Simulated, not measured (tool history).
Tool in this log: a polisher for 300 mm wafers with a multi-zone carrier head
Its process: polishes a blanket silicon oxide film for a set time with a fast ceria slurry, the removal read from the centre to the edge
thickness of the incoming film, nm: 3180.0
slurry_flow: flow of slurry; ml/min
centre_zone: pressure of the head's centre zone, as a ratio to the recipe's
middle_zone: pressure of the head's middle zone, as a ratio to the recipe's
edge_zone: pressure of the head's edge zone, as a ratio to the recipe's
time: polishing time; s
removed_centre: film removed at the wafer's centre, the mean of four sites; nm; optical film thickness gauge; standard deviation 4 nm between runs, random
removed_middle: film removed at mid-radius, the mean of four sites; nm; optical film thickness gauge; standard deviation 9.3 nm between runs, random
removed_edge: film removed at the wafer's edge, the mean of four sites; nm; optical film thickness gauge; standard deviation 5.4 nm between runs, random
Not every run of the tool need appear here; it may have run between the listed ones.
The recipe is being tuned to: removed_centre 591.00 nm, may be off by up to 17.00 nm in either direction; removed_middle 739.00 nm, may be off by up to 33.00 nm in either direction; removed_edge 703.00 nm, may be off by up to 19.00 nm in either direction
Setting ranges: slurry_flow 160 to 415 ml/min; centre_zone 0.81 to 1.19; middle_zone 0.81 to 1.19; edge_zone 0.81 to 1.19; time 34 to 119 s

{"run": 1, "day": 0.0, "slurry_flow": 265, "centre_zone": 1.0, "middle_zone": 1.0, "edge_zone": 1.0, "time": 76, "removed_centre": 1062.2, "removed_middle": 1022.4, "removed_edge": 1054.7}
{"run": 2, "day": 0.1, "slurry_flow": 225, "centre_zone": 1.0, "middle_zone": 1.0, "edge_zone": 1.0, "time": 76, "removed_centre": 1038.5, "removed_middle": 1012.0, "removed_edge": 1051.1}
{"run": 3, "day": 0.342, "slurry_flow": 285, "centre_zone": 1.0, "middle_zone": 1.0, "edge_zone": 1.0, "time": 76, "removed_centre": 1064.9, "removed_middle": 1032.7, "removed_edge": 1064.0}
{"run": 4, "day": 0.608, "slurry_flow": 340, "centre_zone": 1.0, "middle_zone": 1.0, "edge_zone": 1.0, "time": 76, "removed_centre": 1093.4, "removed_middle": 1043.4, "removed_edge": 1077.5}
{"run": 5, "day": 0.904, "slurry_flow": 330, "centre_zone": 0.98, "middle_zone": 1.01, "edge_zone": 0.99, "time": 73, "removed_centre": 1012.1, "removed_middle": 1036.8, "removed_edge": 1026.3}
{"run": 6, "day": 1.171, "slurry_flow": 375, "centre_zone": 0.98, "middle_zone": 1.01, "edge_zone": 0.99, "time": 73, "removed_centre": 1032.0, "removed_middle": 1030.5, "removed_edge": 1046.6}
{"run": 7, "day": 1.479, "slurry_flow": 300, "centre_zone": 0.88, "middle_zone": 1.0, "edge_zone": 0.92, "time": 51, "removed_centre": 648.15, "removed_middle": 693.25, "removed_edge": 688.08}
{"run": 8, "day": 1.517, "slurry_flow": 300, "centre_zone": 0.87, "middle_zone": 1.01, "edge_zone": 0.93, "time": 51, "removed_centre": 647.22, "removed_middle": 716.88, "removed_edge": 691.59}
{"run": 9, "day": 1.85, "slurry_flow": 300, "centre_zone": 0.87, "middle_zone": 1.01, "edge_zone": 0.93, "time": 51, "removed_centre": 646.48, "removed_middle": 705.09, "removed_edge": 694.12}

Pick the move, out of 4, that brings all results within their allowed miss; only one does.
{"run": "A", "day": 2.183, "slurry_flow": 320, "centre_zone": 0.84, "middle_zone": 1.01, "edge_zone": 0.95, "time": 48, "removed_centre": "?", "removed_middle": "?", "removed_edge": "?"}
{"run": "B", "day": 2.183, "slurry_flow": 305, "centre_zone": 0.82, "middle_zone": 1.01, "edge_zone": 0.99, "time": 47, "removed_centre": "?", "removed_middle": "?", "removed_edge": "?"}
{"run": "C", "day": 2.183, "slurry_flow": 280, "centre_zone": 0.81, "middle_zone": 1.09, "edge_zone": 1.02, "time": 50, "removed_centre": "?", "removed_middle": "?", "removed_edge": "?"}
{"run": "D", "day": 2.183, "slurry_flow": 275, "centre_zone": 0.82, "middle_zone": 1.1, "edge_zone": 0.87, "time": 50, "removed_centre": "?", "removed_middle": "?", "removed_edge": "?"}

move=A removed_centre=588.80 removed_middle=671.59 removed_edge=667.64
move=B removed_centre=562.57 removed_middle=654.49 removed_edge=664.27
move=C removed_centre=587.01 removed_middle=735.29 removed_edge=711.23
move=D removed_centre=591.46 removed_middle=739.57 removed_edge=658.96
A: the furthest-off result lands on target, but another misses its tolerance
B: the result that was furthest off in the last run now lies on the other side of its target
C: all results land within tolerance of their targets
D: the furthest-off result lands on target, but another misses its tolerance
Go with C: it meets all targets.

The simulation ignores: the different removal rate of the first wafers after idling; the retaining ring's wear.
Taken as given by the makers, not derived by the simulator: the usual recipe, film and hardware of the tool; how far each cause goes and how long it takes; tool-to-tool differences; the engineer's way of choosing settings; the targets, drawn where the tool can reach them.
